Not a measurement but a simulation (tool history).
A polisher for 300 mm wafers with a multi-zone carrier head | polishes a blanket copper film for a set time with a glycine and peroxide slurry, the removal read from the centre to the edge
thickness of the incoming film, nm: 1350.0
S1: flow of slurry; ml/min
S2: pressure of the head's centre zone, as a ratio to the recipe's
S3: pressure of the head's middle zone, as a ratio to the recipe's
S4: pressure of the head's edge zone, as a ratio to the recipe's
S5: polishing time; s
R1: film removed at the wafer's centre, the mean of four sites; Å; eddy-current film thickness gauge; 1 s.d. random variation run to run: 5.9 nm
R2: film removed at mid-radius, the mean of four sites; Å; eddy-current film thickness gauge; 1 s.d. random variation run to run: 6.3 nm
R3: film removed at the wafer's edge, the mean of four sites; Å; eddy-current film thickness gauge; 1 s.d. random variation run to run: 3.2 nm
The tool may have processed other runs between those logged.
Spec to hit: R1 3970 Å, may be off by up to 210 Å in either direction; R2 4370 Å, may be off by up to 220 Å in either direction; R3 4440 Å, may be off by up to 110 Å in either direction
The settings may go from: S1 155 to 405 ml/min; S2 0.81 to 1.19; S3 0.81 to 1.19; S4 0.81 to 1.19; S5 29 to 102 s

run,hour,S1,S2,S3,S4,S5,R1,R2,R3
1,0,260,1,1,1,65,3401.6,3610.8,3676.4
2,3.2,265,1.01,1.02,1.04,67,3630.8,3704.5,3807.3
3,8,270,0.99,1.03,1.05,69,3683.8,3946.9,4003.8
4,12.5,270,1.03,1.03,1.05,69,3792.7,4000.4,4005.4
5,19,280,1.02,1.04,1.08,70,3716.6,4084.2,4075
6,24.3,280,1.06,1.04,1.08,70,3841.7,3906.9,4036.3
7,27.5,280,1.05,1.04,1.09,71,3873.1,4162.2,4124.5
8,30.7,280,1.04,1.03,1.1,72,3956.2,4164.3,4210.1
9,35,280,1.03,1.03,1.11,73,3993.4,4236.9,4340.5

Consider the 5 candidate settings below. Which is the only one whose results all fall within their allowed miss of target?
A,39.3,235,1.04,1.15,1,76,?,?,?
B,39.3,295,1.05,0.98,1.11,72,?,?,?
C,39.3,290,1.04,1.08,1.09,72,?,?,?
D,39.3,205,1.01,1.09,1.01,75,?,?,?
E,39.3,325,0.98,1.03,1.08,75,?,?,?

move,R1,R2,R3
A,4133.4,4680.5,4257.1
B,4041.4,3953.5,4266.5
C,4002.9,4286.8,4227.4
D,3906.9,4347.1,4172.8
E,3995.7,4332,4424.3
A: its largest miss is bigger than the last run's
B: its largest miss is bigger than the last run's
C: its largest miss is bigger than the last run's
D: its largest miss is bigger than the last run's
E: all results land within tolerance of their targets
Go with E: it meets all targets.
